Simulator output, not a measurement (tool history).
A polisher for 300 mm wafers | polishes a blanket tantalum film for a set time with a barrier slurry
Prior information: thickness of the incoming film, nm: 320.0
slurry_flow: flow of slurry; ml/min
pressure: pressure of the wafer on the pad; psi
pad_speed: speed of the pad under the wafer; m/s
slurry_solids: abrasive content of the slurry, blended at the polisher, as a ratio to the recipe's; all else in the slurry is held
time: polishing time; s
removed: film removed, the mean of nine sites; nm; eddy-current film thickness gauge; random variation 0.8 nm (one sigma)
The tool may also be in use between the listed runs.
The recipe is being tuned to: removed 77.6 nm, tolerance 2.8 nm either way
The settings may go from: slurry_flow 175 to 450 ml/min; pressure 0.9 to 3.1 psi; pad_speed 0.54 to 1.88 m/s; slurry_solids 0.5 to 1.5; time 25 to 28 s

{"run": 1, "hour": 0.0, "slurry_flow": 290, "pressure": 2, "pad_speed": 1.2, "slurry_solids": 1, "time": 28, "removed": 61.854}
{"run": 2, "hour": 8.1, "slurry_flow": 290, "pressure": 1.5, "pad_speed": 1.2, "slurry_solids": 1, "time": 28, "removed": 47.042}
{"run": 3, "hour": 8.9, "slurry_flow": 290, "pressure": 1.8, "pad_speed": 1.2, "slurry_solids": 1, "time": 28, "removed": 56.945}
{"run": 4, "hour": 9.9, "slurry_flow": 290, "pressure": 1.4, "pad_speed": 1.2, "slurry_solids": 1, "time": 28, "removed": 44.177}
{"run": 5, "hour": 11.5, "slurry_flow": 290, "pressure": 1.7, "pad_speed": 1.2, "slurry_solids": 1, "time": 28, "removed": 53.036}
{"run": 6, "hour": 12.8, "slurry_flow": 290, "pressure": 1.3, "pad_speed": 1.2, "slurry_solids": 1, "time": 28, "removed": 41.317}
{"run": 7, "hour": 14.0, "slurry_flow": 290, "pressure": 1.6, "pad_speed": 1.2, "slurry_solids": 1, "time": 28, "removed": 50.028}
{"run": 8, "hour": 21.9, "slurry_flow": 290, "pressure": 1.8, "pad_speed": 1.2, "slurry_solids": 1, "time": 28, "removed": 55.771}
{"run": 9, "hour": 26.8, "slurry_flow": 290, "pressure": 2, "pad_speed": 1.2, "slurry_solids": 1, "time": 28, "removed": 62.047}
{"run": 10, "hour": 27.7, "slurry_flow": 290, "pressure": 2.1, "pad_speed": 1.2, "slurry_solids": 1, "time": 28, "removed": 65.498}
{"run": 11, "hour": 32.9, "slurry_flow": 290, "pressure": 2.2, "pad_speed": 1.2, "slurry_solids": 1, "time": 28, "removed": 69.689}
{"run": 12, "hour": 37.1, "slurry_flow": 290, "pressure": 2.3, "pad_speed": 1.2, "slurry_solids": 1, "time": 28, "removed": 72.445}
{"run": 13, "hour": 41.2, "slurry_flow": 290, "pressure": 2.4, "pad_speed": 1.2, "slurry_solids": 1, "time": 28, "removed": 74.184}

Of the 4 settings listed for the next run, only one would bring every result within its allowed miss of target. Which one?
{"run": "A", "hour": 45.3, "slurry_flow": 315, "pressure": 2.4, "pad_speed": 1.14, "slurry_solids": 1, "time": 28, "removed": "?"}
{"run": "B", "hour": 45.3, "slurry_flow": 275, "pressure": 2.8, "pad_speed": 1.1, "slurry_solids": 1.05, "time": 25, "removed": "?"}
{"run": "C", "hour": 45.3, "slurry_flow": 290, "pressure": 2.5, "pad_speed": 1.2, "slurry_solids": 1.1, "time": 27, "removed": "?"}
{"run": "D", "hour": 45.3, "slurry_flow": 285, "pressure": 2.5, "pad_speed": 1.3, "slurry_solids": 1.05, "time": 28, "removed": "?"}

move=A removed=69.832
move=B removed=70.119
move=C removed=75.232
move=D removed=83.002
A: further off than the last run
B: further off than the last run
C: in spec on every target
D: carries the result that was furthest off beyond its target, to the other side
Answer: C

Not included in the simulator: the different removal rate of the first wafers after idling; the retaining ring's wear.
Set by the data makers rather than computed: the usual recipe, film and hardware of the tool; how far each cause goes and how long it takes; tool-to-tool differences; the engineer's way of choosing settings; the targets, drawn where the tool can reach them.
